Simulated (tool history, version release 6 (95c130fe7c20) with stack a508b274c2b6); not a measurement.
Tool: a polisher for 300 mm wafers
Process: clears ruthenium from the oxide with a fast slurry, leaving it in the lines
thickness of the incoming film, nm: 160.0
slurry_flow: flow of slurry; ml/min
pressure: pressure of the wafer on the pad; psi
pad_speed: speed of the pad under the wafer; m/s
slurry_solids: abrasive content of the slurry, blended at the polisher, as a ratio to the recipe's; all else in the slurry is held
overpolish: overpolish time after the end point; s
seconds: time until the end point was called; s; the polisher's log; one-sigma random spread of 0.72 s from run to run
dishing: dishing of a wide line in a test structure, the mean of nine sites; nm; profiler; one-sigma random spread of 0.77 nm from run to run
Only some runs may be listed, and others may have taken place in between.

| run | hour | slurry_flow | pressure | pad_speed | slurry_solids | overpolish | seconds | dishing |
|---|---|---|---|---|---|---|---|---|
| 1 | 0.0 | 265 | 2.7 | 1.04 | 1.00 | 19 | 41.173 | 54.151 |
| 2 | 8.6 | 265 | 2.5 | 1.04 | 1.00 | 21 | 42.992 | 56.061 |
| 3 | 17.5 | 265 | 2.5 | 1.04 | 0.85 | 21 | 50.474 | 50.518 |
| 4 | 19.6 | 265 | 2.5 | 1.04 | 0.85 | 25 | 51.120 | 59.179 |
| 5 | 21.6 | 265 | 2.4 | 1.04 | 0.85 | 25 | 50.237 | 57.248 |
| 6 | 30.4 | 265 | 2.3 | 1.04 | 0.85 | 26 | 52.825 | 58.087 |

Run 7 comes next. What will it give?
| 7 | 33.8 | 265 | 2.2 | 1.04 | 0.85 | 26 | ? | ? |

For run 7 the tool returned seconds 53.452 s, dishing 56.701 nm.
